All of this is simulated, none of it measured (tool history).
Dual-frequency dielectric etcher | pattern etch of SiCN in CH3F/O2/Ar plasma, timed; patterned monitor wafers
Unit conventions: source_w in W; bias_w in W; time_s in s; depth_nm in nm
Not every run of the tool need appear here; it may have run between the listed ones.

run  hour  source_w  bias_w  time_s  depth_nm
  1     0       520      56      70    25.267
  2   5.4       520      52      70    24.584
  3   9.5       490      51      70    24.069
  4    13       490      51      70     24.18
  5  17.4       470      49      70    23.511
  6  26.2       470      59      70     25.18
  7  26.9       450      56      70    24.337
  8    33       430      54      70    23.975
  9  33.9       410      52      70    23.162

Run 10 comes next. What will it give?
 10  42.6       400      51      70         ?

{"run 10": {"depth_nm": 23.045}}
